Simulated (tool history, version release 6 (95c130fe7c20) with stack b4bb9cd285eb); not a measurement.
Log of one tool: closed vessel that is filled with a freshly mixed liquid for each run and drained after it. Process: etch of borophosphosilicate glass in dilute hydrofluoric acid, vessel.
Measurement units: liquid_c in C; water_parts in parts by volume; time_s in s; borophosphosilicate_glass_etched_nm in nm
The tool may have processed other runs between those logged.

run  hour  liquid_c  water_parts  time_s  borophosphosilicate_glass_etched_nm
  1     0        26          180      30                               10.165
  2   4.4        26          180      30                               10.051
  3   7.8        25          185      30                               9.4408
  4  15.9        25          185      30                                9.372
  5  17.5        24          190      30                                8.938
  6  22.1      23.5          195      30                               8.3294

For run 7, what comes out?
  7    26        23          200      30                                    ?

borophosphosilicate_glass_etched_nm: 8.1736 nm
